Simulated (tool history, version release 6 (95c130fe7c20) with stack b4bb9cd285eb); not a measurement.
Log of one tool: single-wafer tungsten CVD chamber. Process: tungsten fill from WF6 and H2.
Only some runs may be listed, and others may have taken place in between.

run,hour,heater temperature setpoint (K),chamber pressure (Torr),deposition time (s),mean film thickness on the monitor wafer (Å)
1,0,663.15,54.4,42.3,1252.3
2,8.1,663.15,54.4,43.7,1289.6
3,12.8,661.15,54.3,43.7,1253.2
4,15.3,659.15,54.2,43.7,1214.6
5,21.3,651.15,54.2,43.7,1057.9
6,23.9,650.15,54.1,43.7,1037.2
7,31.2,649.15,54.1,43.7,1003.8
8,37.3,648.15,54.1,43.7,991.86
9,40,647.15,54.1,43.7,968.42

For run 10, what comes out?
10,42.1,644.15,54,43.7,?

mean film thickness on the monitor wafer (Å): 918.5

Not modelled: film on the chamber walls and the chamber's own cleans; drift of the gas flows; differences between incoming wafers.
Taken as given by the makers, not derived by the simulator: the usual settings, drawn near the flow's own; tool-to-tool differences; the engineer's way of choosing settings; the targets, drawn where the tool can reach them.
